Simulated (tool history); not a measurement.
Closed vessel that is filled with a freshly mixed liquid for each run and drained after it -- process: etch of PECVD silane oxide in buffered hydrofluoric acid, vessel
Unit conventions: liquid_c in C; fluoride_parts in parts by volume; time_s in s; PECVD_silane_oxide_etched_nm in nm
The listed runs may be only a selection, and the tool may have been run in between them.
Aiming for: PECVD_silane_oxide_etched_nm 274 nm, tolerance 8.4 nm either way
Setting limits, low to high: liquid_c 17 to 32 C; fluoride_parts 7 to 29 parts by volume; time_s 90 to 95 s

run	hour	liquid_c	fluoride_parts	time_s	PECVD_silane_oxide_etched_nm
1	0	24	18	90	239.81
2	2.8	24.5	18	90	245.58
3	6.4	25	18	90	252.7
4	11.6	25	18	90	250.41
5	16.1	22.5	18	90	220.88
6	22.4	23	18	90	225.99
7	31.3	23.5	18	90	237.3
8	37.7	24	18	90	238.07
9	45.9	24.5	18	90	243.63

Which of these 4 next moves meets every target?
A	54.1	25.5	22.5	90	?
B	54.1	25.5	16.5	95	?
C	54.1	27.5	20.5	95	?
D	54.1	23	17.5	90	?

move	PECVD_silane_oxide_etched_nm
A	214.03
B	296.07
C	268.27
D	230.93
A: the biggest miss grows against the last run
B: pushes the last run's worst result past its target
C: all results in spec
D: the biggest miss grows against the last run
C is the move that brings every result within its allowed miss.
